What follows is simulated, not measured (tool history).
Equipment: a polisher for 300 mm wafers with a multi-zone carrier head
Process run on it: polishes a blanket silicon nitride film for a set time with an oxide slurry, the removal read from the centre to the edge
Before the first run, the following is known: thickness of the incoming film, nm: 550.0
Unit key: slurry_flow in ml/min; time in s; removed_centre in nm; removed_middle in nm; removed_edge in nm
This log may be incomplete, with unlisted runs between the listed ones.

run	hour	slurry_flow	centre_zone	middle_zone	edge_zone	slurry_solids	time	removed_centre	removed_middle	removed_edge
1	0	285	1	1	1	1	88	60.589	59.935	60.039
2	1.7	290	1.01	1.01	1.01	1	88	62.852	61.547	62.217
3	4.9	290	1.01	1.01	1.01	1.2	88	67.141	64.926	67.011
4	12.2	290	1.01	1.01	1.09	1.2	88	66.942	66.283	70.397
5	18	290	0.97	1.01	1.09	1.2	88	63.717	67.14	68.469
6	24.9	290	0.97	1.09	1.09	1.2	88	64.057	70.109	69.671
7	26.8	295	0.98	1.1	1.07	1.2	88	64.331	70.404	68.233
8	34.9	300	0.99	1.1	1.06	1.2	88	66.32	70.443	66.31
9	41.7	305	1	1.1	1.06	1.2	88	66.596	70.866	69.301

What does the tool deliver on the next run?
10	44.8	305	1.01	1.1	1.04	1.2	88	?	?	?

Run 10 produced removed_centre 67.865 nm, removed_middle 70.609 nm, removed_edge 68.223 nm.
